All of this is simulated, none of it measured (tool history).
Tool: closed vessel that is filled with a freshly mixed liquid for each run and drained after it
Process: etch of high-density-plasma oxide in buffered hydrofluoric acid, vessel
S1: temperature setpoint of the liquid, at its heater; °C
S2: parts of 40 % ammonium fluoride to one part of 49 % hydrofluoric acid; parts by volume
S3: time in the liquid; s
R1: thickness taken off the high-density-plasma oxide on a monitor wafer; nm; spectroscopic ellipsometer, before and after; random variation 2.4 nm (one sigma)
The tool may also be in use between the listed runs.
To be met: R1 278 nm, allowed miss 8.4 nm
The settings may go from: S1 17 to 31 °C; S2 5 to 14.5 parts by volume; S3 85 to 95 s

run 1 hour=0 | S1=23 S2=9 S3=85 | R1=179.36
run 2 hour=6.1 | S1=23 S2=11 S3=85 | R1=153.49
run 3 hour=7.8 | S1=21 S2=11 S3=85 | R1=136.69
run 4 hour=15.9 | S1=24 S2=10.5 S3=85 | R1=167.89
run 5 hour=18.6 | S1=26 S2=10 S3=85 | R1=196.74
run 6 hour=22 | S1=27.5 S2=9.5 S3=85 | R1=220.31
run 7 hour=27.2 | S1=28.5 S2=9.5 S3=85 | R1=233.2
run 8 hour=33 | S1=29.5 S2=9.5 S3=85 | R1=244.44

Which of these 4 next moves meets every target?
run A hour=38.8 | S1=30.5 S2=13 S3=90 | R1=?
run B hour=38.8 | S1=30 S2=10.5 S3=85 | R1=?
run C hour=38.8 | S1=27.5 S2=8 S3=90 | R1=?
run D hour=38.8 | S1=29.5 S2=10 S3=85 | R1=?

move=A R1=204.83
move=B R1=232.06
move=C R1=274.04
move=D R1=237.02
A: further off than the last run
B: further off than the last run
C: meets every target
D: further off than the last run
The right move is C.

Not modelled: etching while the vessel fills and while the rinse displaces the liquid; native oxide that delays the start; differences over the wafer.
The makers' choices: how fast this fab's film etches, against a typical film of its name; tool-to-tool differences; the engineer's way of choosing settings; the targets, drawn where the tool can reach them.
